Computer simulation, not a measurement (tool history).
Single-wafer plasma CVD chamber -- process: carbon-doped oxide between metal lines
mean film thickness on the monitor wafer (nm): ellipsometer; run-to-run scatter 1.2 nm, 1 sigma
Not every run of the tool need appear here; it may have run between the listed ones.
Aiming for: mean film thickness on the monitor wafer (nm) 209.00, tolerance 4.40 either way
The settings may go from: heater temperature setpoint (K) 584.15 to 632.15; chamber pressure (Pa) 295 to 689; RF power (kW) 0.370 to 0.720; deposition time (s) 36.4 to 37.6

run    day  heater temperature setpoint (K)  chamber pressure (Pa)  RF power (kW)  deposition time (s)  mean film thickness on the monitor wafer (nm)
  1  0.000                           608.15                    492          0.545                 36.4                                         191.18
  2  0.300                           606.15                    505          0.550                 36.4                                         194.87
  3  0.342                           604.15                    516          0.555                 36.4                                         196.84
  4  0.396                           602.15                    525          0.560                 36.4                                         203.07
  5  0.650                           602.15                    483          0.560                 36.4                                         200.30
  6  0.883                           601.15                    487          0.560                 36.4                                         200.29
  7  1.017                           600.15                    492          0.560                 36.4                                         198.94
  8  1.083                           600.15                    504          0.565                 36.4                                         202.51
  9  1.358                           599.15                    509          0.565                 36.4                                         203.84
 10  1.442                           599.15                    509          0.565                 36.4                                         204.74

Exactly one of the 4 candidate moves below puts every result within its allowed miss. Which one?
  A  1.525                           598.15                    516          0.555                 36.4                                              ?
  B  1.525                           599.15                    637          0.515                 36.7                                              ?
  C  1.525                           601.15                    540          0.550                 37.6                                              ?
  D  1.525                           616.15                    556          0.600                 36.4                                              ?

move  mean film thickness on the monitor wafer (nm)
   A                                         203.10
   B                                         199.82
   C                                         207.26
   D                                         202.44
A: the biggest miss grows against the last run
B: the biggest miss grows against the last run
C: all results in spec
D: the biggest miss grows against the last run
So the answer is move C, the one that meets all the targets.
